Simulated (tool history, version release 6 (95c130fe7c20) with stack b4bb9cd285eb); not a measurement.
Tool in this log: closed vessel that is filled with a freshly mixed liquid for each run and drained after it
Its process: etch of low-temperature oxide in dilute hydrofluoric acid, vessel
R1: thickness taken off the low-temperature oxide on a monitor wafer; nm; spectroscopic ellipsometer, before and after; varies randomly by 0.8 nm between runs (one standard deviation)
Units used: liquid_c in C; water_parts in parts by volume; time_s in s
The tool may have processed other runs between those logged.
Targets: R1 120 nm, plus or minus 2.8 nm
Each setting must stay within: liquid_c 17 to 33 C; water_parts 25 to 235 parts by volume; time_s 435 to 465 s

Run 1, day 0: liquid_c 25 C, water_parts 130 parts by volume, time_s 435 s. Result: R1 103.86 nm.
Run 2, day 0.217: liquid_c 25 C, water_parts 130 parts by volume, time_s 435 s. Result: R1 104.01 nm.
Run 3, day 0.417: liquid_c 23.5 C, water_parts 130 parts by volume, time_s 435 s. Result: R1 98.502 nm.
Run 4, day 0.454: liquid_c 23.5 C, water_parts 130 parts by volume, time_s 465 s. Result: R1 105.47 nm.
Run 5, day 0.817: liquid_c 24 C, water_parts 130 parts by volume, time_s 465 s. Result: R1 107.19 nm.
Run 6, day 0.954: liquid_c 24 C, water_parts 155 parts by volume, time_s 465 s. Result: R1 87.82 nm.
Run 7, day 1.038: liquid_c 28 C, water_parts 150 parts by volume, time_s 465 s. Result: R1 105.8 nm.
Run 8, day 1.112: liquid_c 28.5 C, water_parts 150 parts by volume, time_s 465 s. Result: R1 107.53 nm.
Run 9, day 1.358: liquid_c 29 C, water_parts 150 parts by volume, time_s 465 s. Result: R1 109.37 nm.
Run 10, day 1.683: liquid_c 29.5 C, water_parts 150 parts by volume, time_s 465 s. Result: R1 111.95 nm.
Run 11, day 1.721: liquid_c 30.5 C, water_parts 150 parts by volume, time_s 465 s. Result: R1 116.38 nm.

Of the 4 settings listed for the next run, only one would bring every result within its allowed miss of target. Which one?
Run A, day 1.758: liquid_c 32.5 C, water_parts 145 parts by volume, time_s 435 s. Result: R1 ?.
Run B, day 1.758: liquid_c 30.5 C, water_parts 145 parts by volume, time_s 435 s. Result: R1 ?.
Run C, day 1.758: liquid_c 30 C, water_parts 150 parts by volume, time_s 465 s. Result: R1 ?.
Run D, day 1.758: liquid_c 31 C, water_parts 160 parts by volume, time_s 465 s. Result: R1 ?.

move      R1
   A  119.51
   B  111.31
   C  112.23
   D   107.6
A: meets every target
B: the biggest miss grows against the last run
C: the biggest miss grows against the last run
D: the biggest miss grows against the last run
Answer: A

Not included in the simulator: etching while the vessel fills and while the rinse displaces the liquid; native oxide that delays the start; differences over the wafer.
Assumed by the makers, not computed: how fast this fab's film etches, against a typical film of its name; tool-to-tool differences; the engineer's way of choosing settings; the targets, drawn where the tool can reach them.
